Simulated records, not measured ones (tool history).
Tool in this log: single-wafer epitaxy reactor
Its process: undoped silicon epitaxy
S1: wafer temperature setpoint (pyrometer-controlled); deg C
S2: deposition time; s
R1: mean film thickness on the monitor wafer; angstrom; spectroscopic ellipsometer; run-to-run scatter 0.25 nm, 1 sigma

run 1 hour=0.0 | S1=660 S2=460 | R1=958.69
run 2 hour=4.6 | S1=660 S2=502 | R1=1049.30
run 3 hour=9.7 | S1=669 S2=502 | R1=1298.40
run 4 hour=18.5 | S1=660 S2=502 | R1=1041.00
run 5 hour=23.6 | S1=665 S2=502 | R1=1180.40
run 6 hour=27.6 | S1=665 S2=539 | R1=1268.30
run 7 hour=34.6 | S1=659 S2=536 | R1=1089.70
run 8 hour=39.6 | S1=654 S2=536 | R1=965.76
run 9 hour=44.7 | S1=650 S2=536 | R1=874.05
run 10 hour=51.2 | S1=647 S2=536 | R1=809.68

The next listed run, before its measurement:
run 11 hour=56.2 | S1=645 S2=536 | R1=?

R1: 767.97 angstrom
